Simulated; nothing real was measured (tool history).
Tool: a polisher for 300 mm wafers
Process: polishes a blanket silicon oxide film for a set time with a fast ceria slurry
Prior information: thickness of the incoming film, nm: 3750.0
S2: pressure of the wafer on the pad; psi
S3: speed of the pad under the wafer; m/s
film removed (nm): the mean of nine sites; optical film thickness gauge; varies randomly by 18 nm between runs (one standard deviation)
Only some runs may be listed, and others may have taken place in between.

run 1 hour=0 | flow_of_slurry_(ml/min)=210 S2=1.9 S3=1.04 polishing_time_(s)=71 | film_removed_(nm)=899.17
run 2 hour=4.5 | flow_of_slurry_(ml/min)=210 S2=1.9 S3=1.28 polishing_time_(s)=71 | film_removed_(nm)=1052.5
run 3 hour=7.4 | flow_of_slurry_(ml/min)=210 S2=1.9 S3=1.06 polishing_time_(s)=71 | film_removed_(nm)=890.24
run 4 hour=12.3 | flow_of_slurry_(ml/min)=155 S2=1.9 S3=1.06 polishing_time_(s)=71 | film_removed_(nm)=840.32
run 5 hour=20.8 | flow_of_slurry_(ml/min)=155 S2=1.9 S3=1.06 polishing_time_(s)=75 | film_removed_(nm)=898.97
run 6 hour=23.9 | flow_of_slurry_(ml/min)=175 S2=2.1 S3=1.06 polishing_time_(s)=75 | film_removed_(nm)=998.09
run 7 hour=29.4 | flow_of_slurry_(ml/min)=190 S2=2.3 S3=1.06 polishing_time_(s)=75 | film_removed_(nm)=1120.8
run 8 hour=34 | flow_of_slurry_(ml/min)=195 S2=2.9 S3=1.08 polishing_time_(s)=75 | film_removed_(nm)=1419.8

For run 9, what comes out?
run 9 hour=36.4 | flow_of_slurry_(ml/min)=200 S2=2.9 S3=1.08 polishing_time_(s)=75 | film_removed_(nm)=?

Run 9 came out at film removed (nm) 1448.5.

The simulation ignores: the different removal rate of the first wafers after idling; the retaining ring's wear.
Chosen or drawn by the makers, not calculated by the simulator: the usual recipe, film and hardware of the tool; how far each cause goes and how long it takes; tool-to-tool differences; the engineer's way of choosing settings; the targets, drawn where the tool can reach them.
